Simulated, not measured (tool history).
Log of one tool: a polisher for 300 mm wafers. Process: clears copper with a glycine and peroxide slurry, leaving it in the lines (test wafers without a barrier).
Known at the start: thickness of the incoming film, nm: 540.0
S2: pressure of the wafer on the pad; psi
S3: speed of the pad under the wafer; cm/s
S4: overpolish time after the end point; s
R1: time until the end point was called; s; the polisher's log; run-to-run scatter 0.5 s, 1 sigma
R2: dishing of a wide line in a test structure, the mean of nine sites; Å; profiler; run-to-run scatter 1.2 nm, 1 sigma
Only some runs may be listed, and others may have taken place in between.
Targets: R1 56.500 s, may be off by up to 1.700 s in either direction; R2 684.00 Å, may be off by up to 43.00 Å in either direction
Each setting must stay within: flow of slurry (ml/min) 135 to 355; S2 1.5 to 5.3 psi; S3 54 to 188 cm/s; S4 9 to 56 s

Run 1, day 0.000: flow of slurry (ml/min) 225, S2 3.4 psi, S3 120 cm/s, S4 29 s. Result: R1 65.916 s, R2 1208.20 Å.
Run 2, day 0.296: flow of slurry (ml/min) 220, S2 3.2 psi, S3 128 cm/s, S4 26 s. Result: R1 65.803 s, R2 1102.80 Å.
Run 3, day 0.325: flow of slurry (ml/min) 175, S2 3.2 psi, S3 128 cm/s, S4 26 s. Result: R1 67.289 s, R2 1106.10 Å.
Run 4, day 0.542: flow of slurry (ml/min) 200, S2 3.2 psi, S3 128 cm/s, S4 26 s. Result: R1 65.233 s, R2 1135.30 Å.
Run 5, day 0.600: flow of slurry (ml/min) 160, S2 3.2 psi, S3 128 cm/s, S4 26 s. Result: R1 68.277 s, R2 1062.50 Å.
Run 6, day 0.692: flow of slurry (ml/min) 160, S2 3.2 psi, S3 128 cm/s, S4 38 s. Result: R1 68.506 s, R2 1323.10 Å.
Run 7, day 0.892: flow of slurry (ml/min) 135, S2 2.2 psi, S3 162 cm/s, S4 24 s. Result: R1 74.934 s, R2 905.74 Å.
Run 8, day 1.258: flow of slurry (ml/min) 200, S2 2.3 psi, S3 188 cm/s, S4 10 s. Result: R1 59.606 s, R2 610.89 Å.

Exercise: of the 5 proposed moves below, exactly one satisfies all targets within the stated allowed misses. Which move is it?
Run A, day 1.625: flow of slurry (ml/min) 165, S2 2.8 psi, S3 174 cm/s, S4 14 s. Result: R1 ?, R2 ?.
Run B, day 1.625: flow of slurry (ml/min) 200, S2 2.3 psi, S3 182 cm/s, S4 16 s. Result: R1 ?, R2 ?.
Run C, day 1.625: flow of slurry (ml/min) 225, S2 2.4 psi, S3 188 cm/s, S4 14 s. Result: R1 ?, R2 ?.
Run D, day 1.625: flow of slurry (ml/min) 150, S2 2.7 psi, S3 186 cm/s, S4 11 s. Result: R1 ?, R2 ?.
Run E, day 1.625: flow of slurry (ml/min) 240, S2 2.7 psi, S3 188 cm/s, S4 10 s. Result: R1 ?, R2 ?.

move      R1      R2
   A  57.250  812.03
   B  61.664  826.01
   C  57.319  797.08
   D  56.226  690.73
   E  52.267  679.40
A: brings the last run's worst result on target, with another outside its allowed miss
B: further off than the last run
C: brings the last run's worst result on target, with another outside its allowed miss
D: every result within its allowed miss
E: takes the biggest miss from the last run beyond its target
The move that meets every target is D.
